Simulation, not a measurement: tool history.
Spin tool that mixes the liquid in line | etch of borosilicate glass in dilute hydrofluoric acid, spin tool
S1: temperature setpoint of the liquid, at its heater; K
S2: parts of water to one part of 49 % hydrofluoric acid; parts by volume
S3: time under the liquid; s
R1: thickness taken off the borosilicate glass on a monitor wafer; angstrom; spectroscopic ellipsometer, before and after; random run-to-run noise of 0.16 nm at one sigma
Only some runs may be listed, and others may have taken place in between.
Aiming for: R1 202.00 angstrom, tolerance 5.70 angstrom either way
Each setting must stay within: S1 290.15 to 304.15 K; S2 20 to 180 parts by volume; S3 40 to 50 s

| run | day | S1 | S2 | S3 | R1 |
|---|---|---|---|---|---|
| 1 | 0.000 | 296.15 | 100 | 50 | 240.72 |
| 2 | 0.258 | 296.15 | 135 | 50 | 171.95 |
| 3 | 0.325 | 296.65 | 135 | 50 | 172.42 |
| 4 | 0.350 | 297.15 | 135 | 50 | 174.74 |
| 5 | 0.542 | 297.15 | 155 | 50 | 151.73 |
| 6 | 0.842 | 298.15 | 155 | 50 | 156.73 |
| 7 | 1.146 | 299.15 | 155 | 50 | 160.87 |
| 8 | 1.454 | 299.65 | 155 | 50 | 165.18 |
| 9 | 1.508 | 300.15 | 155 | 50 | 170.03 |
| 10 | 1.762 | 300.65 | 155 | 50 | 169.96 |
| 11 | 2.046 | 301.15 | 155 | 50 | 177.15 |
| 12 | 2.267 | 301.65 | 155 | 50 | 177.58 |

Exactly one of the 5 candidate moves below puts every result within its allowed miss. Which one?
| A | 2.488 | 296.65 | 135 | 50 | ? |
| B | 2.488 | 301.65 | 150 | 40 | ? |
| C | 2.488 | 300.65 | 155 | 50 | ? |
| D | 2.488 | 301.65 | 140 | 50 | ? |
| E | 2.488 | 304.15 | 155 | 40 | ? |

| move | R1 |
|---|---|
| A | 174.38 |
| B | 148.41 |
| C | 171.99 |
| D | 201.49 |
| E | 155.90 |
A: its largest miss is bigger than the last run's
B: its largest miss is bigger than the last run's
C: its largest miss is bigger than the last run's
D: every result lands within tolerance
E: its largest miss is bigger than the last run's
Move D is the one to make.
